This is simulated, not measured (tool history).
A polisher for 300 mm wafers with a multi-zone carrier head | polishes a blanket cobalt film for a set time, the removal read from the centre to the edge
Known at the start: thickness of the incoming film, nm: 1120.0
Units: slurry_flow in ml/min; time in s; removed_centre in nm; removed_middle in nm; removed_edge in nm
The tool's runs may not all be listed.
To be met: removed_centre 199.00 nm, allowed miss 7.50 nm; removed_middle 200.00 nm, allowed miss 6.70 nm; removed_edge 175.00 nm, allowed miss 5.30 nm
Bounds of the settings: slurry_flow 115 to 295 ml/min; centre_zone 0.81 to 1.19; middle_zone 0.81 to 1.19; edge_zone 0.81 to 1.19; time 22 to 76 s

{"run": 1, "day": 0.0, "slurry_flow": 190, "centre_zone": 1.0, "middle_zone": 1.0, "edge_zone": 1.0, "time": 49, "removed_centre": 252.82, "removed_middle": 245.14, "removed_edge": 256.76}
{"run": 2, "day": 0.117, "slurry_flow": 190, "centre_zone": 1.0, "middle_zone": 1.0, "edge_zone": 1.0, "time": 44, "removed_centre": 224.35, "removed_middle": 224.08, "removed_edge": 231.49}
{"run": 3, "day": 0.325, "slurry_flow": 190, "centre_zone": 1.0, "middle_zone": 0.96, "edge_zone": 1.0, "time": 44, "removed_centre": 224.42, "removed_middle": 215.57, "removed_edge": 228.66}
{"run": 4, "day": 0.425, "slurry_flow": 195, "centre_zone": 1.01, "middle_zone": 0.98, "edge_zone": 0.97, "time": 42, "removed_centre": 213.02, "removed_middle": 206.63, "removed_edge": 218.39}
{"run": 5, "day": 0.75, "slurry_flow": 160, "centre_zone": 1.01, "middle_zone": 0.98, "edge_zone": 0.97, "time": 42, "removed_centre": 212.85, "removed_middle": 203.5, "removed_edge": 209.78}
{"run": 6, "day": 0.854, "slurry_flow": 160, "centre_zone": 0.95, "middle_zone": 0.98, "edge_zone": 0.97, "time": 42, "removed_centre": 203.87, "removed_middle": 203.38, "removed_edge": 209.33}
{"run": 7, "day": 0.979, "slurry_flow": 155, "centre_zone": 0.97, "middle_zone": 1.0, "edge_zone": 0.94, "time": 42, "removed_centre": 199.1, "removed_middle": 207.46, "removed_edge": 203.96}
{"run": 8, "day": 1.333, "slurry_flow": 150, "centre_zone": 1.0, "middle_zone": 1.01, "edge_zone": 0.92, "time": 42, "removed_centre": 206.58, "removed_middle": 207.05, "removed_edge": 205.55}
{"run": 9, "day": 1.567, "slurry_flow": 145, "centre_zone": 1.03, "middle_zone": 1.03, "edge_zone": 0.9, "time": 41, "removed_centre": 207.04, "removed_middle": 206.53, "removed_edge": 195.66}
{"run": 10, "day": 1.654, "slurry_flow": 140, "centre_zone": 1.04, "middle_zone": 1.04, "edge_zone": 0.89, "time": 41, "removed_centre": 205.71, "removed_middle": 204.72, "removed_edge": 192.12}
{"run": 11, "day": 2.004, "slurry_flow": 135, "centre_zone": 1.04, "middle_zone": 1.05, "edge_zone": 0.88, "time": 41, "removed_centre": 200.39, "removed_middle": 204.12, "removed_edge": 188.91}

Which of these 4 next moves meets every target?
{"run": "A", "day": 2.354, "slurry_flow": 145, "centre_zone": 0.94, "middle_zone": 0.88, "edge_zone": 1.0, "time": 44, "removed_centre": "?", "removed_middle": "?", "removed_edge": "?"}
{"run": "B", "day": 2.354, "slurry_flow": 145, "centre_zone": 0.96, "middle_zone": 0.96, "edge_zone": 0.99, "time": 43, "removed_centre": "?", "removed_middle": "?", "removed_edge": "?"}
{"run": "C", "day": 2.354, "slurry_flow": 140, "centre_zone": 1.09, "middle_zone": 1.06, "edge_zone": 0.86, "time": 40, "removed_centre": "?", "removed_middle": "?", "removed_edge": "?"}
{"run": "D", "day": 2.354, "slurry_flow": 115, "centre_zone": 1.16, "middle_zone": 1.16, "edge_zone": 0.87, "time": 39, "removed_centre": "?", "removed_middle": "?", "removed_edge": "?"}

move=A removed_centre=201.85 removed_middle=188.88 removed_edge=222.13
move=B removed_centre=201.10 removed_middle=198.35 removed_edge=215.92
move=C removed_centre=207.79 removed_middle=198.81 removed_edge=188.28
move=D removed_centre=201.81 removed_middle=198.44 removed_edge=177.50
A: further off than the last run
B: further off than the last run
C: as far off as the last run
D: meets every target
The right move is D.
